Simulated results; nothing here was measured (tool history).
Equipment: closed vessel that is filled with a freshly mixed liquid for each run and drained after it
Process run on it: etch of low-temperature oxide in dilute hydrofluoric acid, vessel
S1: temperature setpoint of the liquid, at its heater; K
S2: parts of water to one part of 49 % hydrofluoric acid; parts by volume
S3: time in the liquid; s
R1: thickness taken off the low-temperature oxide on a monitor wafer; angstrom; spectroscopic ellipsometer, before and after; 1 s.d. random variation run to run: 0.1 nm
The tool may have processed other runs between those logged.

{"run": 1, "hour": 0.0, "S1": 297.15, "S2": 135, "S3": 65, "R1": 83.587}
{"run": 2, "hour": 3.9, "S1": 297.15, "S2": 180, "S3": 65, "R1": 58.807}
{"run": 3, "hour": 12.2, "S1": 298.65, "S2": 165, "S3": 65, "R1": 68.967}
{"run": 4, "hour": 17.7, "S1": 298.65, "S2": 165, "S3": 65, "R1": 69.681}
{"run": 5, "hour": 21.1, "S1": 298.65, "S2": 140, "S3": 65, "R1": 85.329}
{"run": 6, "hour": 22.4, "S1": 299.65, "S2": 135, "S3": 65, "R1": 91.815}

Run 7 comes next. What will it give?
{"run": 7, "hour": 24.5, "S1": 300.65, "S2": 130, "S3": 65, "R1": "?"}

R1: 99.386 angstrom
